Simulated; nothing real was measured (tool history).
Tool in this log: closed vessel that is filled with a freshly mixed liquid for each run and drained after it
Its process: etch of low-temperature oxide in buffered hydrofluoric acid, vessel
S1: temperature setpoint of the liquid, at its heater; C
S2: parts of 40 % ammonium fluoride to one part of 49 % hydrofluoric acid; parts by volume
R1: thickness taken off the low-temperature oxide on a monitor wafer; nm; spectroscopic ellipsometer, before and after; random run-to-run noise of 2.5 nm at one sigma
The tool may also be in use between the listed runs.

{"run": 1, "hour": 0.0, "S1": 24, "S2": 23.5, "time in the liquid (s)": 90, "R1": 126.93}
{"run": 2, "hour": 4.9, "S1": 24, "S2": 29.5, "time in the liquid (s)": 90, "R1": 109.25}
{"run": 3, "hour": 11.2, "S1": 24, "S2": 23, "time in the liquid (s)": 90, "R1": 129.1}
{"run": 4, "hour": 19.4, "S1": 25, "S2": 21.5, "time in the liquid (s)": 90, "R1": 142.01}
{"run": 5, "hour": 23.8, "S1": 28.5, "S2": 21.5, "time in the liquid (s)": 90, "R1": 175.33}
{"run": 6, "hour": 30.3, "S1": 31.5, "S2": 21.5, "time in the liquid (s)": 90, "R1": 204.83}
{"run": 7, "hour": 38.2, "S1": 31.5, "S2": 20.5, "time in the liquid (s)": 90, "R1": 208.44}
{"run": 8, "hour": 43.9, "S1": 32, "S2": 13, "time in the liquid (s)": 90, "R1": 337.61}

Estimate the outcome of run 9 from the log above:
{"run": 9, "hour": 49.4, "S1": 31.5, "S2": 13, "time in the liquid (s)": 90, "R1": "?"}

Logged for run 9: R1 321.72 nm.

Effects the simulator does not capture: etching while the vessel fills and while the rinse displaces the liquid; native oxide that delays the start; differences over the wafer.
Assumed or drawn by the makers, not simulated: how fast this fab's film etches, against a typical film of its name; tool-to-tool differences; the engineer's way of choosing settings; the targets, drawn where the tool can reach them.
